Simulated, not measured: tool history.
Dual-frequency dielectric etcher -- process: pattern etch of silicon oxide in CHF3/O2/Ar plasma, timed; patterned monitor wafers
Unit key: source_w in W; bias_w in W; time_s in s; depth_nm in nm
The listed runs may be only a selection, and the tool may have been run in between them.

| run | day | source_w | bias_w | time_s | depth_nm |
|---|---|---|---|---|---|
| 1 | 0 | 510 | 149 | 603.5 | 1076.1 |
| 2 | 0.229 | 470 | 139 | 603.5 | 1018 |
| 3 | 0.438 | 440 | 139 | 603.5 | 982.32 |
| 4 | 0.812 | 440 | 125 | 603.5 | 956.03 |
| 5 | 1.017 | 420 | 121 | 603.5 | 925.45 |
| 6 | 1.354 | 400 | 118 | 603.5 | 897.17 |
| 7 | 1.721 | 380 | 116 | 603.5 | 866.37 |
| 8 | 1.821 | 370 | 116 | 603.5 | 856.13 |

Expected results for the next run?
| 9 | 2.171 | 370 | 116 | 603.5 | ? |

{"run 9": {"depth_nm": 854.99}}
